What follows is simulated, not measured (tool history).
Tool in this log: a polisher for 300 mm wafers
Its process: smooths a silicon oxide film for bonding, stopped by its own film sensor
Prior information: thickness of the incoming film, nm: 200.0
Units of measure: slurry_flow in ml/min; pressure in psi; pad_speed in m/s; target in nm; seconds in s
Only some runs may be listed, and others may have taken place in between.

run,hour,slurry_flow,pressure,pad_speed,slurry_solids,target,seconds
1,0.0,315,1.7,0.84,1.0,176,43.620
2,7.8,240,1.7,0.84,1.0,176,45.419
3,13.8,235,1.5,0.76,1.0,176,56.327
4,21.3,235,1.5,0.68,1.0,176,60.823
5,28.5,235,1.5,0.68,1.0,179,52.968
6,36.7,235,1.5,0.60,1.0,179,56.649
7,40.5,235,1.3,0.56,1.0,179,69.131
8,43.0,235,1.2,0.54,1.0,179,76.017
9,51.8,235,1.1,0.54,1.0,179,82.665

For run 10, what comes out?
10,57.7,235,1.0,0.54,1.0,179,?

seconds: 92.318 s
